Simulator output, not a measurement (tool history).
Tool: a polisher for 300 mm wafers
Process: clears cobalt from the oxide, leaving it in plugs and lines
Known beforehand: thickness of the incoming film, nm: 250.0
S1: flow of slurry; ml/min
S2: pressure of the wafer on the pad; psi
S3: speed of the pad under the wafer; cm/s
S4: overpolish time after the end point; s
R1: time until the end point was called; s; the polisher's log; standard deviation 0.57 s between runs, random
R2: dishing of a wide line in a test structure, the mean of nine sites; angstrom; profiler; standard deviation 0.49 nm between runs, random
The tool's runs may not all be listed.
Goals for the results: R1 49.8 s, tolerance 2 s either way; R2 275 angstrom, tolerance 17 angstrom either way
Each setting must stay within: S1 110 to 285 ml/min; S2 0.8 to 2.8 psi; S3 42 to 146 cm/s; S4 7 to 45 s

run 1 day=0 | S1=180 S2=1.8 S3=94 S4=23 | R1=50.124 R2=560.89
run 2 day=0.096 | S1=170 S2=1.8 S3=94 S4=17 | R1=50.27 R2=483.64
run 3 day=0.271 | S1=170 S2=1.5 S3=94 S4=17 | R1=59.992 R2=441.32
run 4 day=0.521 | S1=150 S2=1.3 S3=112 S4=14 | R1=58.867 R2=399.95
run 5 day=0.762 | S1=115 S2=1.3 S3=112 S4=14 | R1=64.12 R2=379.62
run 6 day=0.804 | S1=115 S2=1.2 S3=124 S4=12 | R1=63.777 R2=355.88
run 7 day=1.096 | S1=115 S2=1.2 S3=124 S4=12 | R1=62.867 R2=343.73
run 8 day=1.154 | S1=115 S2=1.2 S3=132 S4=10 | R1=58.963 R2=317.74

Consider the 4 candidate settings below. Which is the only one whose results all fall within their allowed miss of target?
run A day=1.212 | S1=110 S2=1.2 S3=106 S4=12 | R1=? R2=?
run B day=1.212 | S1=110 S2=1.2 S3=126 S4=11 | R1=? R2=?
run C day=1.212 | S1=130 S2=1.3 S3=140 S4=7 | R1=? R2=?
run D day=1.212 | S1=120 S2=1 S3=144 S4=15 | R1=? R2=?

move=A R1=72.508 R2=316.24
move=B R1=61.985 R2=332.48
move=C R1=49.921 R2=278.47
move=D R1=63.696 R2=403.69
A: misses by more than the last run did
B: misses by more than the last run did
C: every result within its allowed miss
D: misses by more than the last run did
Move C is the one to make.
